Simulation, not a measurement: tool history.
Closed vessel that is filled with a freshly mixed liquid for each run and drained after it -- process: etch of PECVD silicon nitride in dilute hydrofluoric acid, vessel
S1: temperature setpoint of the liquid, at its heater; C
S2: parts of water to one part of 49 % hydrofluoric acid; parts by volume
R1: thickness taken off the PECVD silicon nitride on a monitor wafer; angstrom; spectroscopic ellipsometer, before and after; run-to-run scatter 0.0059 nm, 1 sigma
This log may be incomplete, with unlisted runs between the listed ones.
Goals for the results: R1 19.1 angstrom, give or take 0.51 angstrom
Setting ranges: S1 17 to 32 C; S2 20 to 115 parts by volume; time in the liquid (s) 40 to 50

run 1 hour=0 | S1=24 S2=65 time_in_the_liquid_(s)=50 | R1=34.394
run 2 hour=5.5 | S1=22 S2=70 time_in_the_liquid_(s)=50 | R1=28.009
run 3 hour=6.8 | S1=19 S2=70 time_in_the_liquid_(s)=50 | R1=23.014
run 4 hour=14 | S1=18.5 S2=70 time_in_the_liquid_(s)=50 | R1=22.126
run 5 hour=17.6 | S1=18 S2=70 time_in_the_liquid_(s)=50 | R1=21.353
run 6 hour=18.9 | S1=18 S2=70 time_in_the_liquid_(s)=50 | R1=21.329
run 7 hour=21.9 | S1=17.5 S2=70 time_in_the_liquid_(s)=50 | R1=20.548
run 8 hour=28.8 | S1=17 S2=70 time_in_the_liquid_(s)=50 | R1=19.919

4 candidate next runs follow, results not yet known. Just one meets every target within its allowed miss. Identify it.
run A hour=35.7 | S1=19.5 S2=80 time_in_the_liquid_(s)=50 | R1=?
run B hour=35.7 | S1=18 S2=70 time_in_the_liquid_(s)=50 | R1=?
run C hour=35.7 | S1=17 S2=60 time_in_the_liquid_(s)=45 | R1=?
run D hour=35.7 | S1=17 S2=65 time_in_the_liquid_(s)=45 | R1=?

move=A R1=20.905
move=B R1=21.451
move=C R1=20.898
move=D R1=19.337
A: lands further from the targets than the last run did
B: lands further from the targets than the last run did
C: lands further from the targets than the last run did
D: all results in spec
Move D is the one to make.

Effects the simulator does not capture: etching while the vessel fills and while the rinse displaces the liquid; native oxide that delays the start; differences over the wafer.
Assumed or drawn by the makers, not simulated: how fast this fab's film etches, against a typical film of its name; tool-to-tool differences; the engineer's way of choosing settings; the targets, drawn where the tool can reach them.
